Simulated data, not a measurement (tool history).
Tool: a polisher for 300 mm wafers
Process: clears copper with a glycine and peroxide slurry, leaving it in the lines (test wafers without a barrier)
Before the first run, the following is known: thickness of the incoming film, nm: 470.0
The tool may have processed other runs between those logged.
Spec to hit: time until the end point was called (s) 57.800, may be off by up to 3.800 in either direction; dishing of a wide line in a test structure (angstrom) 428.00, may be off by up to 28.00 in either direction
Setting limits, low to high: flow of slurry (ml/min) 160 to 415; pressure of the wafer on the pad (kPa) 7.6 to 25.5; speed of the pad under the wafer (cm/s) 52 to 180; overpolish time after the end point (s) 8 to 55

run,hour,flow of slurry (ml/min),pressure of the wafer on the pad (kPa),speed of the pad under the wafer (cm/s),overpolish time after the end point (s),time until the end point was called (s),dishing of a wide line in a test structure (angstrom)
1,0.0,265,16.5,116,28,67.884,991.10
2,5.2,290,16.5,116,28,68.953,955.09
3,14.0,220,16.5,116,28,68.229,970.69
4,19.8,205,13.8,134,22,72.874,801.65
5,24.1,205,16.5,134,22,61.780,884.21
6,32.9,205,16.5,134,30,62.578,1121.00
7,38.5,265,17.9,112,24,67.529,925.48
# hour 40.1: head pressure recalibrated
8,40.1,265,17.9,112,24,70.774,886.55
9,45.1,305,15.2,130,20,69.940,779.78
10,48.5,335,13.8,144,17,69.642,678.03
11,57.0,410,10.3,176,8,69.058,345.81
12,59.1,400,13.8,180,9,55.876,480.45
13,66.2,405,13.8,180,9,56.906,473.94
14,70.3,405,13.8,180,9,57.070,474.18
15,77.6,410,13.8,180,9,54.392,467.29
16,86.0,415,12.4,180,8,63.150,403.61

Exercise: of the 4 proposed moves below, exactly one satisfies all targets within the stated allowed misses. Which move is it?
A,94.4,415,14.5,166,8,?,?
B,94.4,415,10.3,170,10,?,?
C,94.4,415,11.0,162,10,?,?
D,94.4,375,10.3,180,10,?,?

move,time until the end point was called (s),dishing of a wide line in a test structure (angstrom)
A,57.400,411.28
B,72.526,401.19
C,71.986,405.41
D,69.667,414.38
A: all results in spec
B: misses by more than the last run did
C: misses by more than the last run did
D: misses by more than the last run did
The move that meets every target is A.
